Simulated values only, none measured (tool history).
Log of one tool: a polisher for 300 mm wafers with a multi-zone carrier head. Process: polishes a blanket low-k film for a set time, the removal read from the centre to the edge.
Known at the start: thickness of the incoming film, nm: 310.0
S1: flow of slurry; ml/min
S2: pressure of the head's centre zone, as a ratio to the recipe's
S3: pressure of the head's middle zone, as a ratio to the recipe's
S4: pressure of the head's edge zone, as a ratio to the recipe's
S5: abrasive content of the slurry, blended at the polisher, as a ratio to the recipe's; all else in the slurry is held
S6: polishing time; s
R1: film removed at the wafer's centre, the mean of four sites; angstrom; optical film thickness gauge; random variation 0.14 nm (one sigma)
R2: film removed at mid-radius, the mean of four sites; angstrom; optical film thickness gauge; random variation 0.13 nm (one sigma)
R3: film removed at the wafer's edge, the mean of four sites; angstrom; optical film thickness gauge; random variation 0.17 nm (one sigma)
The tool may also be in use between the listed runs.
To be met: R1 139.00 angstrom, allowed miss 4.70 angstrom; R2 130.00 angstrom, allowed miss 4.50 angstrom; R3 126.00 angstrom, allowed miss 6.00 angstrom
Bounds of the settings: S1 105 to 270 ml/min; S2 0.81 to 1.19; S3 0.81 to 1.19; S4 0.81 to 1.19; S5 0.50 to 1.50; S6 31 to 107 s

run	day	S1	S2	S3	S4	S5	S6	R1	R2	R3
1	0.000	175	1.00	1.00	1.00	1.00	69	207.10	216.05	217.48
2	0.162	175	1.04	1.00	1.00	1.00	69	215.54	213.80	216.00
3	0.488	175	1.04	0.99	0.97	0.90	66	196.39	190.15	191.67
4	0.546	175	1.03	0.99	0.94	0.80	65	174.45	176.77	171.23
5	0.792	175	1.03	0.97	0.92	0.75	65	166.11	162.92	163.38
6	0.933	175	1.04	0.97	0.90	0.70	65	160.05	153.73	152.30
7	0.988	170	1.04	0.97	0.88	0.70	65	160.14	155.26	149.73
8	1.025	165	1.04	0.96	0.87	0.70	65	156.96	149.93	144.99
9	1.288	155	1.03	0.95	0.86	0.70	65	153.52	150.24	142.56
10	1.454	150	1.03	0.93	0.85	0.70	65	152.01	147.14	143.89
# day 1.496: slurry nozzle cleaned
11	1.496	150	1.03	0.93	0.84	0.70	65	162.18	155.17	146.39
12	1.608	150	1.03	0.93	0.84	0.70	65	166.19	153.36	152.56
13	1.883	150	1.04	0.93	0.85	0.65	65	155.98	145.00	141.34
14	2.246	150	1.04	0.93	0.84	0.60	65	145.04	136.28	132.27
15	2.612	145	1.04	0.93	0.84	0.60	65	142.79	135.41	135.36

5 next moves are on the table. One of them brings every result within its allowed miss. Which?
A	2.979	105	0.98	0.90	1.07	0.50	81	?	?	?
B	2.979	125	0.96	0.87	0.94	0.65	65	?	?	?
C	2.979	135	0.94	0.94	1.03	0.50	80	?	?	?
D	2.979	145	1.05	0.95	0.87	0.80	49	?	?	?
E	2.979	130	1.00	0.93	0.84	0.60	71	?	?	?

move	R1	R2	R3
A	133.70	132.32	147.89
B	140.00	136.83	146.35
C	133.58	141.69	147.79
D	138.26	132.97	126.58
E	149.50	148.36	142.25
A: further off than the last run
B: further off than the last run
C: further off than the last run
D: meets every target
E: further off than the last run
Answer: D

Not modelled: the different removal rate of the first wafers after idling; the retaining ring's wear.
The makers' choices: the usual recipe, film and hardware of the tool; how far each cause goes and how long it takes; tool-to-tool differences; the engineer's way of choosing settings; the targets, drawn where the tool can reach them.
